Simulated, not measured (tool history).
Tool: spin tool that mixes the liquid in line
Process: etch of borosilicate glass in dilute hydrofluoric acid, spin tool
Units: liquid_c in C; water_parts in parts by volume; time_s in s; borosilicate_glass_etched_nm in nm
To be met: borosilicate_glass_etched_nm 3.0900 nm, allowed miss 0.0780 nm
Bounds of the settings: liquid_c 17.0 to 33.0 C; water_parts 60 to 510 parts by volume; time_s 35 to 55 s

{"run": 1, "day": 0.0, "liquid_c": 25.0, "water_parts": 285, "time_s": 55, "borosilicate_glass_etched_nm": 4.6314}
{"run": 2, "day": 0.079, "liquid_c": 24.0, "water_parts": 290, "time_s": 55, "borosilicate_glass_etched_nm": 4.3734}
{"run": 3, "day": 0.325, "liquid_c": 27.0, "water_parts": 290, "time_s": 55, "borosilicate_glass_etched_nm": 4.8699}
{"run": 4, "day": 0.662, "liquid_c": 25.5, "water_parts": 295, "time_s": 55, "borosilicate_glass_etched_nm": 4.5558}
{"run": 5, "day": 0.988, "liquid_c": 25.5, "water_parts": 240, "time_s": 55, "borosilicate_glass_etched_nm": 5.8852}
{"run": 6, "day": 1.062, "liquid_c": 25.5, "water_parts": 240, "time_s": 55, "borosilicate_glass_etched_nm": 5.9423}
{"run": 7, "day": 1.433, "liquid_c": 24.5, "water_parts": 250, "time_s": 55, "borosilicate_glass_etched_nm": 5.4343}
{"run": 8, "day": 1.467, "liquid_c": 23.5, "water_parts": 260, "time_s": 55, "borosilicate_glass_etched_nm": 4.9686}
{"run": 9, "day": 1.767, "liquid_c": 19.5, "water_parts": 325, "time_s": 55, "borosilicate_glass_etched_nm": 3.2316}
{"run": 10, "day": 2.058, "liquid_c": 19.0, "water_parts": 325, "time_s": 55, "borosilicate_glass_etched_nm": 3.1634}

Which of these 5 next moves meets every target?
{"run": "A", "day": 2.35, "liquid_c": 17.0, "water_parts": 215, "time_s": 35, "borosilicate_glass_etched_nm": "?"}
{"run": "B", "day": 2.35, "liquid_c": 22.0, "water_parts": 340, "time_s": 55, "borosilicate_glass_etched_nm": "?"}
{"run": "C", "day": 2.35, "liquid_c": 17.5, "water_parts": 305, "time_s": 55, "borosilicate_glass_etched_nm": "?"}
{"run": "D", "day": 2.35, "liquid_c": 21.0, "water_parts": 335, "time_s": 55, "borosilicate_glass_etched_nm": "?"}
{"run": "E", "day": 2.35, "liquid_c": 17.5, "water_parts": 300, "time_s": 55, "borosilicate_glass_etched_nm": "?"}

move=A borosilicate_glass_etched_nm=3.1165
move=B borosilicate_glass_etched_nm=3.3326
move=C borosilicate_glass_etched_nm=3.2545
move=D borosilicate_glass_etched_nm=3.2803
move=E borosilicate_glass_etched_nm=3.3227
A: meets every target
B: further off than the last run
C: further off than the last run
D: further off than the last run
E: further off than the last run
The right move is A.

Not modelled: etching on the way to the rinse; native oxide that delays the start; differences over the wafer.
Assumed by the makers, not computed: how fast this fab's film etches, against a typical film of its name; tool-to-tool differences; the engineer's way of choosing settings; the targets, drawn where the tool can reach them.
